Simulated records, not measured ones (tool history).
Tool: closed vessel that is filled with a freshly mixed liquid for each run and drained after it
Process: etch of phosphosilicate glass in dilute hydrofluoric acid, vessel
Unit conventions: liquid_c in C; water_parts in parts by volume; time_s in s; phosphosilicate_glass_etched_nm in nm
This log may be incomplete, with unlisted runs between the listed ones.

run,hour,liquid_c,water_parts,time_s,phosphosilicate_glass_etched_nm
1,0.0,25.0,95,30,63.268
2,4.6,25.5,95,30,63.110
3,11.8,25.5,95,30,65.188
4,16.4,25.5,120,30,50.146
5,24.8,22.5,120,30,43.370
6,26.6,24.0,115,30,49.187
7,35.2,28.0,100,30,67.673
8,43.4,28.5,100,30,69.004

What will run 9 give?
9,50.1,28.5,100,30,?

{"run 9": {"phosphosilicate_glass_etched_nm": 68.241}}
